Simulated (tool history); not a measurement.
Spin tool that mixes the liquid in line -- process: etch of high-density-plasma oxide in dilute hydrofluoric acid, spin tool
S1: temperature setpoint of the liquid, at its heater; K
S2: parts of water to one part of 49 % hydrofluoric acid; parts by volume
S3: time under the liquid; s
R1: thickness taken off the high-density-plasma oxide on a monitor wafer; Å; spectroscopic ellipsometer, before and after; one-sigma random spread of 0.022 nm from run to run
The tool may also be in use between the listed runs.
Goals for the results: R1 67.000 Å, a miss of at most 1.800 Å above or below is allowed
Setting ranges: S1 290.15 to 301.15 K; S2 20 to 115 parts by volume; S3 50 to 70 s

run	hour	S1	S2	S3	R1
1	0.0	293.15	65	70	72.511
2	7.2	293.15	65	50	51.766
3	10.1	293.15	75	50	44.170
4	18.5	293.15	75	50	44.196
5	25.3	293.15	85	50	38.912
6	28.9	293.15	85	50	38.908
7	32.2	295.15	80	50	44.856
8	40.9	295.15	80	50	44.885
9	49.2	296.65	75	50	51.427
10	51.0	297.65	75	50	53.542
11	56.9	298.65	75	50	55.659
12	62.3	299.15	75	50	56.719

Consider the 5 candidate settings below. Which is the only one whose results all fall within their allowed miss of target?
A	67.7	300.15	85	70	?
B	67.7	298.15	75	65	?
C	67.7	296.65	95	55	?
D	67.7	298.65	60	50	?
E	67.7	298.65	85	70	?

move	R1
A	72.172
B	71.035
C	43.578
D	71.070
E	68.001
A: takes the result that was furthest off past its target
B: takes the result that was furthest off past its target
C: further off than the last run
D: takes the result that was furthest off past its target
E: all results land within tolerance of their targets
Answer: E

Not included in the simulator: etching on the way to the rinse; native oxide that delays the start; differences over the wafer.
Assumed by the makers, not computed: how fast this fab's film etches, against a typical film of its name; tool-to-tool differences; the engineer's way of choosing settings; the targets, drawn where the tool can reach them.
